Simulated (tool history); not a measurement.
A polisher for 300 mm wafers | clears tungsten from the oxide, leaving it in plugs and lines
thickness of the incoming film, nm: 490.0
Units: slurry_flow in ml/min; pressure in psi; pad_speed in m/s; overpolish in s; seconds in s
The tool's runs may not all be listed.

run  hour  slurry_flow  pressure  pad_speed  slurry_solids  overpolish  seconds
  1   0.0          230       3.3       1.30           1.00           7   99.260
  2   1.1          230       3.3       1.30           0.85           7  103.270
  3   9.4          230       3.5       1.30           0.85           7   98.245
  4  14.8          230       3.0       1.30           0.85           7  111.530
  5  16.1          190       3.0       1.30           0.85           7  115.970
  6  18.6          145       3.0       1.30           0.85           7  120.720
  7  20.1          155       3.3       1.30           0.85           7  108.530
  8  21.5          160       3.5       1.30           0.85           7  102.570

Forecast run 9:
  9  28.5          165       4.5       1.32           0.85           7        ?

{"run 9": {"seconds": 78.249}}

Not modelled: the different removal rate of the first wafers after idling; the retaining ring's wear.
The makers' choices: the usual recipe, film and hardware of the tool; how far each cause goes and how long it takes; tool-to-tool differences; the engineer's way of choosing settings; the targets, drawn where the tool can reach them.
